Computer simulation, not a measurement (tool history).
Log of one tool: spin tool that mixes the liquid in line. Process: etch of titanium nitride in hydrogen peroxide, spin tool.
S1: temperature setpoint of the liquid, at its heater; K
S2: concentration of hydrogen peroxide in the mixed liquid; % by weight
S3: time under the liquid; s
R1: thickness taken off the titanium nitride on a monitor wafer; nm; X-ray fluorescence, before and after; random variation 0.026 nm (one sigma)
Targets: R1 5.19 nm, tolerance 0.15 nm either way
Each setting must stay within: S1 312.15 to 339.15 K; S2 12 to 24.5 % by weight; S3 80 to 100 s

{"run": 1, "hour": 0.0, "S1": 328.15, "S2": 16.5, "S3": 100, "R1": 3.2641}
{"run": 2, "hour": 7.7, "S1": 329.15, "S2": 16.5, "S3": 100, "R1": 3.4843}
{"run": 3, "hour": 10.3, "S1": 329.15, "S2": 14, "S3": 100, "R1": 3.3531}
{"run": 4, "hour": 11.2, "S1": 330.15, "S2": 14, "S3": 100, "R1": 3.6165}
{"run": 5, "hour": 13.4, "S1": 331.15, "S2": 14, "S3": 100, "R1": 3.8925}
{"run": 6, "hour": 16.1, "S1": 331.65, "S2": 14, "S3": 100, "R1": 3.9949}
{"run": 7, "hour": 22.4, "S1": 332.15, "S2": 14, "S3": 100, "R1": 4.1749}
{"run": 8, "hour": 29.0, "S1": 332.65, "S2": 14, "S3": 100, "R1": 4.2699}
{"hour": 33.8, "done": "new drum of peroxide connected"}
{"run": 9, "hour": 33.8, "S1": 333.15, "S2": 14, "S3": 100, "R1": 4.4749}
{"run": 10, "hour": 42.6, "S1": 333.15, "S2": 14, "S3": 100, "R1": 4.4925}
{"run": 11, "hour": 48.8, "S1": 333.65, "S2": 14, "S3": 100, "R1": 4.6251}

Below are 4 possible settings for the next run. Only one of them brings all results inside the allowed miss of their targets. Which is it?
{"run": "A", "hour": 55.0, "S1": 338.65, "S2": 14.5, "S3": 80, "R1": "?"}
{"run": "B", "hour": 55.0, "S1": 335.15, "S2": 15, "S3": 80, "R1": "?"}
{"run": "C", "hour": 55.0, "S1": 336.15, "S2": 12, "S3": 80, "R1": "?"}
{"run": "D", "hour": 55.0, "S1": 332.65, "S2": 14, "S3": 90, "R1": "?"}

move=A R1=5.2194
move=B R1=4.1658
move=C R1=4.2509
move=D R1=3.9003
A: all results in spec
B: lands further from the targets than the last run did
C: lands further from the targets than the last run did
D: lands further from the targets than the last run did
Go with A: it meets all targets.
